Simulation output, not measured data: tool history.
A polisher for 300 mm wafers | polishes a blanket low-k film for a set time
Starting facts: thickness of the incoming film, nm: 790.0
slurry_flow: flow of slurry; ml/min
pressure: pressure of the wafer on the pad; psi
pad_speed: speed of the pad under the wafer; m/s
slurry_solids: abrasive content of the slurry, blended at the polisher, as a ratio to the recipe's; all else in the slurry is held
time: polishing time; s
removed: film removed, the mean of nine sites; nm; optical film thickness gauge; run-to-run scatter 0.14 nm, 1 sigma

run 1 hour=0 | slurry_flow=135 pressure=2.4 pad_speed=1.14 slurry_solids=1 time=36 | removed=19.682
run 2 hour=4.3 | slurry_flow=135 pressure=2.4 pad_speed=1.14 slurry_solids=1.15 time=36 | removed=20.965
run 3 hour=7.1 | slurry_flow=115 pressure=2.4 pad_speed=1.14 slurry_solids=1.15 time=36 | removed=20.295
run 4 hour=14.3 | slurry_flow=115 pressure=2 pad_speed=1.1 slurry_solids=1.15 time=36 | removed=16.157
run 5 hour=22.6 | slurry_flow=115 pressure=2 pad_speed=1.28 slurry_solids=1.15 time=36 | removed=18.261
run 6 hour=31.4 | slurry_flow=115 pressure=1.7 pad_speed=1.24 slurry_solids=1.15 time=36 | removed=15.048
run 7 hour=32.7 | slurry_flow=115 pressure=1.5 pad_speed=1.22 slurry_solids=1.15 time=36 | removed=13.522

What does the tool deliver on the next run?
run 8 hour=34.5 | slurry_flow=115 pressure=1.4 pad_speed=1.2 slurry_solids=1.15 time=36 | removed=?

removed: 12.685 nm
